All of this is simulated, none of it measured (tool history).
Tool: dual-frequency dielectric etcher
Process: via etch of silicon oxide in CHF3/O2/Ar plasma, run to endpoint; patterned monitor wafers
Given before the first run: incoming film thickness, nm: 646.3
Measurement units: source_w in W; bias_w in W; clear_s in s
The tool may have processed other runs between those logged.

run 1 hour=0.0 | source_w=820 bias_w=177 | clear_s=286.45
run 2 hour=4.2 | source_w=820 bias_w=208 | clear_s=267.67
run 3 hour=10.0 | source_w=820 bias_w=231 | clear_s=265.90
run 4 hour=18.7 | source_w=720 bias_w=217 | clear_s=283.88
run 5 hour=21.4 | source_w=790 bias_w=217 | clear_s=271.09
run 6 hour=28.2 | source_w=710 bias_w=208 | clear_s=286.61
run 7 hour=34.3 | source_w=650 bias_w=201 | clear_s=300.77

What does the tool deliver on the next run?
run 8 hour=35.6 | source_w=520 bias_w=190 | clear_s=?

{"run 8": {"clear_s": 345.11}}
